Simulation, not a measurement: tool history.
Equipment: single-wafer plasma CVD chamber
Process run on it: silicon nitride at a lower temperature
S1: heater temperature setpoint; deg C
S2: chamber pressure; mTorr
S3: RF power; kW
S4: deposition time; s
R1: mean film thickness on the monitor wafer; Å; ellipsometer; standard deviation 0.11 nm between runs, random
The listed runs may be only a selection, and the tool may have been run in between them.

run,hour,S1,S2,S3,S4,R1
1,0,340,1320,0.32,23.7,289.34
2,1.3,340,1220,0.32,23.7,278.66
3,6.1,340,1220,0.285,23.7,248.16
4,14.9,340,1220,0.325,23.7,285.48
5,21.5,340,1160,0.325,23.7,276.75
6,28.3,340,1160,0.325,23.7,276.3
7,29.3,340,1130,0.325,23.7,274.47

Run 8 has not been measured yet. What should we expect?
8,37.9,340,1100,0.325,23.7,?

R1: 270.91 Å

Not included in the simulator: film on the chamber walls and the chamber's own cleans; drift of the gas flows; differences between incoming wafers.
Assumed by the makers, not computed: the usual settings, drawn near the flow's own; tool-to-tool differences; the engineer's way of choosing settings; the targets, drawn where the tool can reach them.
